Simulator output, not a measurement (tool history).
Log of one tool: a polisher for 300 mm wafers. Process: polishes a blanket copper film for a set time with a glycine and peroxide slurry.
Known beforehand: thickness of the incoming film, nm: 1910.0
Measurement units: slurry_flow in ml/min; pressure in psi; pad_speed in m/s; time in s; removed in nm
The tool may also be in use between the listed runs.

run 1 hour=0.0 | slurry_flow=320 pressure=3.4 pad_speed=0.96 time=64 | removed=375.99
run 2 hour=8.0 | slurry_flow=320 pressure=3.6 pad_speed=0.96 time=64 | removed=386.07
run 3 hour=12.8 | slurry_flow=320 pressure=3.8 pad_speed=0.96 time=64 | removed=406.69
run 4 hour=21.5 | slurry_flow=320 pressure=2.9 pad_speed=0.96 time=64 | removed=328.08
run 5 hour=28.6 | slurry_flow=320 pressure=3.4 pad_speed=0.96 time=64 | removed=368.70
run 6 hour=36.9 | slurry_flow=320 pressure=3.6 pad_speed=0.96 time=64 | removed=391.33
run 7 hour=43.7 | slurry_flow=320 pressure=3.7 pad_speed=0.96 time=64 | removed=408.55

Forecast run 8:
run 8 hour=51.2 | slurry_flow=320 pressure=3.8 pad_speed=0.96 time=64 | removed=?

removed: 407.38 nm
